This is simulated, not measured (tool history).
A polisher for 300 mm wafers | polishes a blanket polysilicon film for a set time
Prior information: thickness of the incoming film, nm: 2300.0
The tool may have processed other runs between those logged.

run,day,flow of slurry (ml/min),pressure of the wafer on the pad (kPa),speed of the pad under the wafer (cm/s),polishing time (s),film removed (Å)
1,0,255,22.1,86,51,3190.8
2,0.154,255,23.4,86,51,3394.4
3,0.467,280,23.4,86,51,3456.9
4,0.521,280,23.4,86,46,3128.5
5,0.871,280,24.8,88,46,3352.4
6,1.225,280,26.2,90,46,3550.8
7,1.258,280,26.9,92,46,3866.8
8,1.3,280,27.6,92,46,3891.7

Forecast run 9:
9,1.621,280,28.3,94,46,?

{"run 9": {"film removed (Å)": 4026.5}}
